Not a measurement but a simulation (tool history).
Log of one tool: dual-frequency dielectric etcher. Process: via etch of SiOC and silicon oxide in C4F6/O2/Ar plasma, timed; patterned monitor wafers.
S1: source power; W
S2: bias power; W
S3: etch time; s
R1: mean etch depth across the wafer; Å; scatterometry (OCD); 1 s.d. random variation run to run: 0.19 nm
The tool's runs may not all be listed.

| run | hour | S1 | S2 | S3 | R1 |
|---|---|---|---|---|---|
| 1 | 0 | 330 | 175 | 48.5 | 541.77 |
| 2 | 1.8 | 300 | 163 | 48 | 500.77 |
| 3 | 3.8 | 350 | 163 | 48 | 540.42 |
| 4 | 11.6 | 320 | 158 | 48 | 509.33 |
| 5 | 12.3 | 300 | 156 | 48 | 490.99 |
| 6 | 19.2 | 280 | 155 | 48 | 475.65 |

What will run 7 give?
| 7 | 25.4 | 260 | 154 | 48 | ? |

R1: 455.03 Å
